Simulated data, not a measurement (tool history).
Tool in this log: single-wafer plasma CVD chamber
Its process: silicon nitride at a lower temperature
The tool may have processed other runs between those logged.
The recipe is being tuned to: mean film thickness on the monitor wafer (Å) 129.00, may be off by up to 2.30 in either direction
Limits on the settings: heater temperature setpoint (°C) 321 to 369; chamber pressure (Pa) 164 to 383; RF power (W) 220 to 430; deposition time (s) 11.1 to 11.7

run,hour,heater temperature setpoint (°C),chamber pressure (Pa),RF power (W),deposition time (s),mean film thickness on the monitor wafer (Å)
1,0.0,345,273,325,11.7,157.84
2,6.7,352,273,325,11.7,155.49
3,9.4,353,245,315,11.7,146.98
4,17.2,353,245,360,11.7,165.89
5,17.8,353,245,360,11.7,166.06
6,19.0,348,245,360,11.7,168.91
7,23.1,351,224,340,11.7,154.80
8,24.2,352,207,330,11.7,147.55
9,28.9,353,195,320,11.7,141.42

Pick the move, out of 4, that brings all results within their allowed miss; only one does.
A,33.6,343,203,345,11.1,?
B,33.6,350,164,295,11.6,?
C,33.6,360,183,330,11.2,?
D,33.6,341,164,315,11.2,?

move,mean film thickness on the monitor wafer (Å)
A,146.92
B,124.66
C,137.74
D,129.27
A: further off than the last run
B: carries the result that was furthest off beyond its target, to the other side
C: nearer the targets than the last run, but a result is still out of spec
D: each result inside its tolerance
The right move is D.
